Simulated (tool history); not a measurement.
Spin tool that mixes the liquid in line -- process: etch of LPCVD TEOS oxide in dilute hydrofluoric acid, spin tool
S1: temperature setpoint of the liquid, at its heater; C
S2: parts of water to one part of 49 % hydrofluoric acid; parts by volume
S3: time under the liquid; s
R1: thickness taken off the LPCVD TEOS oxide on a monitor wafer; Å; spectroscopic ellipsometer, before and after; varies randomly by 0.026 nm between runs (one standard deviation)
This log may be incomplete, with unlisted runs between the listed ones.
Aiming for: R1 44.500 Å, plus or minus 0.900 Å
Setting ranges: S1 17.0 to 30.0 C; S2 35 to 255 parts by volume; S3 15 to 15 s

run,hour,S1,S2,S3,R1
1,0.0,22.0,145,15,27.009
2,7.5,18.5,145,15,23.375
3,13.4,22.0,140,15,27.935
4,14.3,22.0,140,15,28.246
5,19.4,19.5,140,15,25.458
6,26.3,19.5,140,15,25.446
7,31.0,22.5,135,15,29.847
8,33.5,24.5,130,15,33.754
9,40.5,26.0,130,15,35.793
10,44.2,27.0,130,15,36.924
11,50.4,28.0,125,15,39.795
12,58.3,28.5,125,15,40.991
13,67.3,29.0,125,15,41.619
14,73.7,29.5,125,15,42.520

Which single option among these 4 for the next run brings every result within its allowed miss of target? Just one does.
A,80.1,27.0,105,15,?
B,80.1,27.5,120,15,?
C,80.1,28.0,115,15,?
D,80.1,29.0,115,15,?

move,R1
A,47.578
B,41.611
C,44.537
D,46.241
A: carries the result that was furthest off beyond its target, to the other side
B: moves away from the targets compared with the last run
C: every result within its allowed miss
D: carries the result that was furthest off beyond its target, to the other side
Go with C: it meets all targets.
